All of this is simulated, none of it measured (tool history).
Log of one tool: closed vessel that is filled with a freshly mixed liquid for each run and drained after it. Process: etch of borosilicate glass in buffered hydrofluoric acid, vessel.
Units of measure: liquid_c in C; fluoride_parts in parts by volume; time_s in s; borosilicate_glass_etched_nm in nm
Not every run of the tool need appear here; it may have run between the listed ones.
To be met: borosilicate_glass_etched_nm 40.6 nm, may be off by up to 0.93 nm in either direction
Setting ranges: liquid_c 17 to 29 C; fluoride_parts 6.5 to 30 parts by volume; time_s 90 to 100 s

| run | hour | liquid_c | fluoride_parts | time_s | borosilicate_glass_etched_nm |
|---|---|---|---|---|---|
| 1 | 0 | 21 | 18.5 | 90 | 52.652 |
| 2 | 8.4 | 20.5 | 18.5 | 90 | 51.229 |
| 3 | 17.2 | 20.5 | 18.5 | 100 | 56.856 |
| 4 | 21.8 | 20.5 | 18.5 | 100 | 56.52 |
| 5 | 25 | 20 | 19 | 100 | 53.878 |
| 6 | 32.3 | 19.5 | 19.5 | 100 | 51.146 |
| 7 | 37.8 | 19 | 20 | 100 | 48.302 |
| 8 | 41.6 | 18.5 | 20 | 100 | 47.047 |

Which single option among these 5 for the next run brings every result within its allowed miss of target? Just one does.
| A | 45.4 | 20 | 22.5 | 90 | ? |
| B | 45.4 | 17 | 21 | 90 | ? |
| C | 45.4 | 17 | 22 | 100 | ? |
| D | 45.4 | 22.5 | 27 | 90 | ? |
| E | 45.4 | 17.5 | 24.5 | 100 | ? |

| move | borosilicate_glass_etched_nm |
|---|---|
| A | 42.614 |
| B | 37.839 |
| C | 40.701 |
| D | 43.06 |
| E | 38.832 |
A: an improvement on the last run, though not all results are within tolerance
B: moves the result that the last run missed by most past its target, out the other side
C: all results land within tolerance of their targets
D: an improvement on the last run, though not all results are within tolerance
E: moves the result that the last run missed by most past its target, out the other side
Go with C: it meets all targets.
